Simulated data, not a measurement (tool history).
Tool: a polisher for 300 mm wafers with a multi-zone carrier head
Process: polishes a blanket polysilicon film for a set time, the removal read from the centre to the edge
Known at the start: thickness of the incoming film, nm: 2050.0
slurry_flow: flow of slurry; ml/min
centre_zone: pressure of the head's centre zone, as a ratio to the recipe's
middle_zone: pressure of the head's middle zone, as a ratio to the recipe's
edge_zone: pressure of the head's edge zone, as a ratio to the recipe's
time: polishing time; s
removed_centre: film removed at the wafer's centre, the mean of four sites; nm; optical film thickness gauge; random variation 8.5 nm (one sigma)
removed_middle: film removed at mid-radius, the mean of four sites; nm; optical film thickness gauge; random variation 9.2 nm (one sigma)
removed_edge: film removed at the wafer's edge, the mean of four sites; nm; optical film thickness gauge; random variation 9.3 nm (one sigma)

Run 1, day 0: slurry_flow 215 ml/min, centre_zone 1, middle_zone 1, edge_zone 1, time 85 s. Result: removed_centre 761.63 nm, removed_middle 753.81 nm, removed_edge 756.75 nm.
Run 2, day 0.067: slurry_flow 230 ml/min, centre_zone 1.04, middle_zone 1.04, edge_zone 1.03, time 89 s. Result: removed_centre 845.99 nm, removed_middle 832.38 nm, removed_edge 802.01 nm.
Run 3, day 0.338: slurry_flow 240 ml/min, centre_zone 1.06, middle_zone 1.06, edge_zone 1.06, time 93 s. Result: removed_centre 913.4 nm, removed_middle 874.44 nm, removed_edge 845.86 nm.
Run 4, day 0.421: slurry_flow 240 ml/min, centre_zone 1.06, middle_zone 1.13, edge_zone 1.06, time 93 s. Result: removed_centre 901.21 nm, removed_middle 925.81 nm, removed_edge 845.8 nm.
Run 5, day 0.7: slurry_flow 240 ml/min, centre_zone 1.06, middle_zone 1.13, edge_zone 1.1, time 93 s. Result: removed_centre 894.47 nm, removed_middle 933.99 nm, removed_edge 862.45 nm.
Run 6, day 0.725: slurry_flow 250 ml/min, centre_zone 1.08, middle_zone 1.14, edge_zone 1.12, time 96 s. Result: removed_centre 970.69 nm, removed_middle 970.21 nm, removed_edge 892.6 nm.

Forecast run 7:
Run 7, day 0.854: slurry_flow 255 ml/min, centre_zone 1.09, middle_zone 1.15, edge_zone 1.13, time 99 s. Result: removed_centre ?, removed_middle ?, removed_edge ?.

Run 7 gave removed_centre 994.54 nm, removed_middle 1011.4 nm, removed_edge 934.16 nm.
